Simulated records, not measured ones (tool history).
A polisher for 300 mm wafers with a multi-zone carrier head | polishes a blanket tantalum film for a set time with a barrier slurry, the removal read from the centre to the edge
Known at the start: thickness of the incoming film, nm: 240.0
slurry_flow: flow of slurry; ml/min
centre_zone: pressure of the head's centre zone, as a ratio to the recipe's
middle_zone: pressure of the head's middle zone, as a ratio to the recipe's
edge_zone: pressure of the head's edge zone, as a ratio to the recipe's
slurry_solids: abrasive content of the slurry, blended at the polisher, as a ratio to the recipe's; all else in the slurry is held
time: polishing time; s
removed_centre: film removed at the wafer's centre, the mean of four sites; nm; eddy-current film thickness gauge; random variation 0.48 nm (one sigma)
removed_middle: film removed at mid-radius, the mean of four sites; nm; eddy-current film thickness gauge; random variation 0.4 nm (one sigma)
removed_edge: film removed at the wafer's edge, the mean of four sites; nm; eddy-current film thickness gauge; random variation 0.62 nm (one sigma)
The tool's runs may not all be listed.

{"run": 1, "day": 0.0, "slurry_flow": 200, "centre_zone": 1.0, "middle_zone": 1.0, "edge_zone": 1.0, "slurry_solids": 1.0, "time": 47, "removed_centre": 65.573, "removed_middle": 64.466, "removed_edge": 71.183}
{"run": 2, "day": 0.183, "slurry_flow": 200, "centre_zone": 0.93, "middle_zone": 1.0, "edge_zone": 1.0, "slurry_solids": 1.0, "time": 47, "removed_centre": 59.988, "removed_middle": 65.501, "removed_edge": 68.829}
{"run": 3, "day": 0.467, "slurry_flow": 200, "centre_zone": 0.96, "middle_zone": 1.0, "edge_zone": 1.0, "slurry_solids": 1.0, "time": 47, "removed_centre": 64.158, "removed_middle": 64.659, "removed_edge": 69.415}
{"run": 4, "day": 0.529, "slurry_flow": 190, "centre_zone": 0.92, "middle_zone": 0.99, "edge_zone": 0.97, "slurry_solids": 0.85, "time": 47, "removed_centre": 57.341, "removed_middle": 59.392, "removed_edge": 63.225}
{"run": 5, "day": 0.667, "slurry_flow": 180, "centre_zone": 0.89, "middle_zone": 1.01, "edge_zone": 0.96, "slurry_solids": 0.8, "time": 46, "removed_centre": 50.858, "removed_middle": 56.956, "removed_edge": 59.479}
{"run": 6, "day": 0.929, "slurry_flow": 180, "centre_zone": 0.89, "middle_zone": 1.01, "edge_zone": 0.9, "slurry_solids": 0.8, "time": 46, "removed_centre": 52.1, "removed_middle": 57.349, "removed_edge": 59.099}

Forecast run 7:
{"run": 7, "day": 1.254, "slurry_flow": 175, "centre_zone": 0.87, "middle_zone": 1.02, "edge_zone": 0.88, "slurry_solids": 0.75, "time": 46, "removed_centre": "?", "removed_middle": "?", "removed_edge": "?"}

Run 7 gave removed_centre 49.069 nm, removed_middle 55.970 nm, removed_edge 57.377 nm.

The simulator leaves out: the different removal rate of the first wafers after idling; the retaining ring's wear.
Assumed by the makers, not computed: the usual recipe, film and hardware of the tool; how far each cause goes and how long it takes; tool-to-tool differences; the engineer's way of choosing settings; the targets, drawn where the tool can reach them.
